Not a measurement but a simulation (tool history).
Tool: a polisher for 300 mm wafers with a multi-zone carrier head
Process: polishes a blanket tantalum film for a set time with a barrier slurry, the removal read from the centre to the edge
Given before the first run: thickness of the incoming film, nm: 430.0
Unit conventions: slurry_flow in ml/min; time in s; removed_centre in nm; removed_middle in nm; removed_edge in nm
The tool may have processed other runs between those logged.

run	hour	slurry_flow	centre_zone	middle_zone	edge_zone	slurry_solids	time	removed_centre	removed_middle	removed_edge
1	0.0	260	1.00	1.00	1.00	1.00	82	150.07	144.41	157.08
2	6.5	260	1.00	1.00	1.00	1.15	82	153.32	153.78	162.88
3	11.0	235	1.00	1.00	1.00	1.15	82	151.36	155.61	163.79
4	18.7	235	0.94	1.00	1.00	1.15	82	142.42	154.98	161.62
5	25.9	275	0.94	1.00	1.00	1.15	82	143.93	152.99	163.10
6	33.4	275	0.94	1.00	1.00	1.25	82	151.22	157.65	168.88
7	37.6	270	0.95	1.04	1.00	1.30	82	152.50	166.48	173.46
8	44.0	265	0.97	1.07	0.98	1.30	82	156.46	172.32	169.07

Estimate the outcome of run 9 from the log above:
9	46.1	265	0.97	1.09	0.99	1.30	82	?	?	?

removed_centre: 155.74 nm
removed_middle: 167.55 nm
removed_edge: 168.22 nm
